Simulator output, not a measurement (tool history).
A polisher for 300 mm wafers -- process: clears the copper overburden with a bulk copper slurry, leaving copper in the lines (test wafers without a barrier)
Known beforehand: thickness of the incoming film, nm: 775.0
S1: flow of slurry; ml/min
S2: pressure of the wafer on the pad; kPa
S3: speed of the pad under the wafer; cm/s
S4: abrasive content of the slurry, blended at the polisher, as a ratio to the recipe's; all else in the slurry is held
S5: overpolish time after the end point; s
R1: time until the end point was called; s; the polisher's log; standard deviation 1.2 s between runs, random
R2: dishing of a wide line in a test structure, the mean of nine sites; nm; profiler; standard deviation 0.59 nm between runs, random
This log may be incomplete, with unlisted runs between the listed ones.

run,day,S1,S2,S3,S4,S5,R1,R2
1,0,255,18.6,116,1,8,71.219,43.291
2,0.325,225,18.6,116,1,8,70.543,41.709
3,0.658,225,18.6,116,0.9,8,72.705,39.614
4,0.979,225,21.4,116,0.9,8,63.46,46.668
5,1.108,220,19.3,116,0.9,7,71.671,38.193
6,1.408,220,19.3,92,0.9,7,89.089,33.798
7,1.483,215,19.3,94,0.9,6,87.234,30.87

What will run 8 give?
8,1.588,215,19.3,94,0.9,4,?,?

Run 8 came out at R1 86.583 s, R2 23.338 nm.
